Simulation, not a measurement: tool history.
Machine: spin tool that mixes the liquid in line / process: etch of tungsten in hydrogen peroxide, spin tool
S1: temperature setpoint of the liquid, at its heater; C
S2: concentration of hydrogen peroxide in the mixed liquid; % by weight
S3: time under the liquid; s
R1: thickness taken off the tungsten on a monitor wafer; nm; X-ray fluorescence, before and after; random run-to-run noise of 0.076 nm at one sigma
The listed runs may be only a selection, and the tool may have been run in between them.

Run 1, hour 0.0: S1 48.0 C, S2 16.5 % by weight, S3 15 s. Result: R1 20.5480 nm.
Run 2, hour 3.4: S1 50.5 C, S2 16.5 % by weight, S3 15 s. Result: R1 24.5600 nm.
Run 3, hour 12.1: S1 54.0 C, S2 16.5 % by weight, S3 15 s. Result: R1 29.4130 nm.
Run 4, hour 15.3: S1 54.0 C, S2 18.5 % by weight, S3 15 s. Result: R1 31.5990 nm.
Run 5, hour 17.1: S1 54.0 C, S2 18.5 % by weight, S3 15 s. Result: R1 31.1140 nm.
Run 6, hour 24.4: S1 48.5 C, S2 17.5 % by weight, S3 15 s. Result: R1 21.7050 nm.
Run 7, hour 25.2: S1 40.5 C, S2 15.5 % by weight, S3 15 s. Result: R1 12.5200 nm.
Run 8, hour 28.1: S1 38.5 C, S2 15.5 % by weight, S3 15 s. Result: R1 11.0530 nm.
Run 9, hour 29.8: S1 38.5 C, S2 15.5 % by weight, S3 15 s. Result: R1 11.0240 nm.

Expected results for the next run?
Run 10, hour 37.3: S1 37.0 C, S2 15.5 % by weight, S3 15 s. Result: R1 ?.

Run 10 produced R1 9.7968 nm.
